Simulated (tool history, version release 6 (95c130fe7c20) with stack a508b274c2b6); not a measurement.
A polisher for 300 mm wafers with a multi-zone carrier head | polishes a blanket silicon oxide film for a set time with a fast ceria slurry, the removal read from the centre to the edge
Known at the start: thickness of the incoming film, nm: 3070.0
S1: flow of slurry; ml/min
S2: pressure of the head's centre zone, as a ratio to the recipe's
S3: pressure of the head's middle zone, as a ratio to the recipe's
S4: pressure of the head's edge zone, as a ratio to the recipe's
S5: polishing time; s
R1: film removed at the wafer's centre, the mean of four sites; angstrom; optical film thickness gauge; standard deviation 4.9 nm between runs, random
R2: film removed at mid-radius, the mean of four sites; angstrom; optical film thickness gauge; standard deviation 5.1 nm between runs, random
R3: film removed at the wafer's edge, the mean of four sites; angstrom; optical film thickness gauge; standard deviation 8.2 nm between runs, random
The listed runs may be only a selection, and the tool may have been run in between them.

run  hour   S1    S2    S3    S4  S5      R1      R2      R3
  1     0  255     1     1     1  35  4102.2  4132.3  4101.1
  2   7.8  285     1     1     1  35  4191.9    4193    4138
  3    13  285  1.02     1  1.03  37  4494.2  4483.3  4404.9
  4  21.9  285  1.02  1.06  1.03  37    4498  4628.9  4397.3
  5  26.6  285  1.02  1.06  1.12  37  4489.3  4704.7  4586.9
  6  31.9  285  1.02  1.01  1.12  37  4475.8  4532.5  4616.9
  7  39.3  285  1.04     1  1.13  39  4882.6  4704.9  4989.1
  8    47  285  1.04     1  1.13  39  4833.7  4726.2  4772.8
  9  48.7  285  1.04  0.98  1.14  41  5069.6  4901.2  5136.1
 10  52.8  285  1.05  0.98  1.15  42  5161.6  5009.9  5383.8
 11  59.3  290  1.07  0.98  1.15  43  5496.6  5155.3  5474.8
 12  64.6  295  1.08  0.98  1.16  44  5761.1  5251.6  5682.4
 13    73  300  1.09  0.98  1.16  44  5639.4  5212.1  5573.9

Run 14, settings as shown, results not yet in. Your forecast:
 14  77.2  300  1.1  0.98  1.16  45   ?   ?   ?

{"run 14": {"R1": 5898.1, "R2": 5333.5, "R3": 5780.7}}
